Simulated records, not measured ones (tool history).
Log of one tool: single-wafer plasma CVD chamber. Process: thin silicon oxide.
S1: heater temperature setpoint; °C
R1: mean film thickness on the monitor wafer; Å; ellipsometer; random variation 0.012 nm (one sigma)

{"run": 1, "day": 0.0, "S1": 405, "chamber pressure (mTorr)": 552, "RF power (kW)": 0.21, "deposition time (s)": 4.29, "R1": 41.408}
{"run": 2, "day": 0.304, "S1": 396, "chamber pressure (mTorr)": 552, "RF power (kW)": 0.21, "deposition time (s)": 4.29, "R1": 41.848}
{"run": 3, "day": 0.433, "S1": 396, "chamber pressure (mTorr)": 552, "RF power (kW)": 0.21, "deposition time (s)": 4.1, "R1": 39.97}
{"run": 4, "day": 0.521, "S1": 401, "chamber pressure (mTorr)": 552, "RF power (kW)": 0.21, "deposition time (s)": 4.1, "R1": 39.821}
{"run": 5, "day": 0.871, "S1": 401, "chamber pressure (mTorr)": 497, "RF power (kW)": 0.21, "deposition time (s)": 4.1, "R1": 36.035}
{"run": 6, "day": 0.929, "S1": 401, "chamber pressure (mTorr)": 462, "RF power (kW)": 0.21, "deposition time (s)": 4.1, "R1": 33.387}
{"run": 7, "day": 1.008, "S1": 401, "chamber pressure (mTorr)": 438, "RF power (kW)": 0.21, "deposition time (s)": 4.1, "R1": 31.7}
{"run": 8, "day": 1.079, "S1": 401, "chamber pressure (mTorr)": 421, "RF power (kW)": 0.21, "deposition time (s)": 4.1, "R1": 30.439}
{"run": 9, "day": 1.404, "S1": 401, "chamber pressure (mTorr)": 409, "RF power (kW)": 0.21, "deposition time (s)": 4.1, "R1": 29.453}

The next listed run, before its measurement:
{"run": 10, "day": 1.646, "S1": 401, "chamber pressure (mTorr)": 401, "RF power (kW)": 0.21, "deposition time (s)": 4.1, "R1": "?"}

{"run 10": {"R1": 28.798}}
